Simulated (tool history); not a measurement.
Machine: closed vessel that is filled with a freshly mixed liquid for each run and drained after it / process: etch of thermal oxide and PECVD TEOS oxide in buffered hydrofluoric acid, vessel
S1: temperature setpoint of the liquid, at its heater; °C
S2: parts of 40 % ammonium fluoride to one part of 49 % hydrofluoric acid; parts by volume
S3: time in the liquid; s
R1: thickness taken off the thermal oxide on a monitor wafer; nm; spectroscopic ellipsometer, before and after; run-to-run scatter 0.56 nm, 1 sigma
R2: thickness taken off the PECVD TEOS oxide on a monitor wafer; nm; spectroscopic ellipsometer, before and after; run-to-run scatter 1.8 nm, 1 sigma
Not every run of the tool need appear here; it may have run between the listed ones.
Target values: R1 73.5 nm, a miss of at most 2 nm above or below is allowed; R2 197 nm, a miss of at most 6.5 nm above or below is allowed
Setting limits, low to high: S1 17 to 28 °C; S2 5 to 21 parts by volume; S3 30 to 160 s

| run | hour | S1 | S2 | S3 | R1 | R2 |
|---|---|---|---|---|---|---|
| 1 | 0 | 20 | 13 | 80 | 62.02 | 164.81 |
| 2 | 2.2 | 21 | 13 | 80 | 64.969 | 175.19 |
| 3 | 6.4 | 21 | 13 | 110 | 89.459 | 239.62 |
| 4 | 12.2 | 20 | 13 | 110 | 85.925 | 227.77 |
| 5 | 15.3 | 20 | 11.5 | 110 | 96.21 | 256.23 |
| 6 | 22.9 | 19 | 12 | 110 | 87.361 | 235.66 |
| 7 | 27.8 | 19 | 12 | 110 | 87.027 | 236.05 |
| 8 | 34.5 | 18.5 | 12.5 | 110 | 79.88 | 218.53 |

Below are 4 possible settings for the next run. Only one of them brings all results inside the allowed miss of their targets. Which is it?
| A | 41.2 | 19.5 | 13 | 90 | ? | ? |
| B | 41.2 | 18 | 12 | 120 | ? | ? |
| C | 41.2 | 17.5 | 12.5 | 105 | ? | ? |
| D | 41.2 | 22 | 12 | 75 | ? | ? |

| move | R1 | R2 |
|---|---|---|
| A | 67.599 | 183.01 |
| B | 89.562 | 242.47 |
| C | 73.185 | 198.13 |
| D | 70.037 | 189.61 |
A: takes the biggest miss from the last run beyond its target
B: further off than the last run
C: all results in spec
D: takes the biggest miss from the last run beyond its target
Go with C: it meets all targets.

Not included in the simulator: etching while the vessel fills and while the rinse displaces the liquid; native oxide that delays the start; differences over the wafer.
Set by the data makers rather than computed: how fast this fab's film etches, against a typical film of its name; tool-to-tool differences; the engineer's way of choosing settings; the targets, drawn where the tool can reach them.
